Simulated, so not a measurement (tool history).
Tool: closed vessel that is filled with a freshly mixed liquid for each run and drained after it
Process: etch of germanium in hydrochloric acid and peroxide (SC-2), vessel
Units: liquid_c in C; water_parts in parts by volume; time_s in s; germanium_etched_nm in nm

run	hour	liquid_c	water_parts	time_s	germanium_etched_nm
1	0.0	50.0	5.5	30	72.801
2	2.6	47.5	5.5	30	66.708
3	7.5	50.0	5.5	30	71.633
4	12.3	52.0	5.5	30	77.647
5	21.5	52.0	7.5	30	76.108
6	29.4	52.0	9.5	30	74.627
7	33.3	53.5	9.5	30	78.879
8	34.2	53.5	9.5	30	78.593

The next listed run, before its measurement:
9	36.7	54.5	9.5	30	?

germanium_etched_nm: 80.936 nm
